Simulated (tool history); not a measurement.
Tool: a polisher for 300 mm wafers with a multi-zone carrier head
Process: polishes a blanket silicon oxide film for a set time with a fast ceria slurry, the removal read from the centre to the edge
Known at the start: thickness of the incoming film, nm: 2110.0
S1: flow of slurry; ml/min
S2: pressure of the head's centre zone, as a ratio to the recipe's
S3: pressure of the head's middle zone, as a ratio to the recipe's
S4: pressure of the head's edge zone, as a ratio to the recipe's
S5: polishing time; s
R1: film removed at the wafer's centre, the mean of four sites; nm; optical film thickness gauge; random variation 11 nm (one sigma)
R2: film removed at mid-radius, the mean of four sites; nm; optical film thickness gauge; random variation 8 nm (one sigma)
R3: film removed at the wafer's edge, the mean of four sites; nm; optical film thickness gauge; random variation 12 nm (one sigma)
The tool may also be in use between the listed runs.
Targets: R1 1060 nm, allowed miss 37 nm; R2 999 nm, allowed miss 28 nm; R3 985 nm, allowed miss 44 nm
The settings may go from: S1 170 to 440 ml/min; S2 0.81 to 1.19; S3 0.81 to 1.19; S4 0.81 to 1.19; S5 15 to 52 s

run 1 hour=0 | S1=280 S2=1 S3=1 S4=1 S5=33 | R1=705.63 R2=693.34 R3=691.99
run 2 hour=2.9 | S1=285 S2=1.03 S3=1.02 S4=1.04 S5=35 | R1=779.2 R2=735.51 R3=756.01
run 3 hour=9.8 | S1=295 S2=1.05 S3=1.06 S4=1.06 S5=37 | R1=836.03 R2=811.28 R3=816.73
run 4 hour=12.4 | S1=305 S2=1.08 S3=1.09 S4=1.08 S5=38 | R1=882.6 R2=855.32 R3=839.55
run 5 hour=15.5 | S1=305 S2=0.99 S3=1.09 S4=1.08 S5=38 | R1=808.29 R2=857.08 R3=855.33
run 6 hour=17.6 | S1=310 S2=1.03 S3=1.1 S4=1.1 S5=39 | R1=869.69 R2=891.52 R3=864.55
run 7 hour=21.4 | S1=305 S2=1.05 S3=1.1 S4=1.1 S5=40 | R1=893.36 R2=900.39 R3=894.92
run 8 hour=22.4 | S1=320 S2=1.07 S3=1.11 S4=1.11 S5=41 | R1=937.78 R2=941.03 R3=927.03
run 9 hour=24 | S1=320 S2=1.07 S3=1.11 S4=1.11 S5=41 | R1=950.55 R2=954.13 R3=938.34
run 10 hour=25.2 | S1=335 S2=1.09 S3=1.11 S4=1.11 S5=41 | R1=965.21 R2=946 R3=927.11
run 11 hour=27.5 | S1=335 S2=1.1 S3=1.11 S4=1.12 S5=41 | R1=970.33 R2=960.16 R3=919.12
run 12 hour=32.5 | S1=330 S2=1.11 S3=1.11 S4=1.12 S5=42 | R1=999.07 R2=962.35 R3=955.35
run 13 hour=39.9 | S1=335 S2=1.12 S3=1.11 S4=1.12 S5=42 | R1=996.12 R2=971.41 R3=947.14

Which of these 5 next moves meets every target?
run A hour=47.3 | S1=350 S2=1.06 S3=1.18 S4=1.15 S5=41 | R1=? R2=? R3=?
run B hour=47.3 | S1=325 S2=1.18 S3=0.93 S4=1.15 S5=48 | R1=? R2=? R3=?
run C hour=47.3 | S1=290 S2=1.12 S3=1 S4=1.07 S5=45 | R1=? R2=? R3=?
run D hour=47.3 | S1=295 S2=1.13 S3=1.01 S4=1.08 S5=45 | R1=? R2=? R3=?
run E hour=47.3 | S1=350 S2=1.13 S3=1.09 S4=1.09 S5=44 | R1=? R2=? R3=?

move=A R1=930.36 R2=1005.9 R3=925.86
move=B R1=1183 R2=955.22 R3=1082.3
move=C R1=1048.7 R2=941.95 R3=976.73
move=D R1=1058.7 R2=951.45 R3=981.45
move=E R1=1053.5 R2=1008 R3=973.51
A: further off than the last run
B: takes the result that was furthest off past its target
C: brings the result that was furthest off to its target, and leaves another outside
D: brings the result that was furthest off to its target, and leaves another outside
E: meets every target
Answer: E
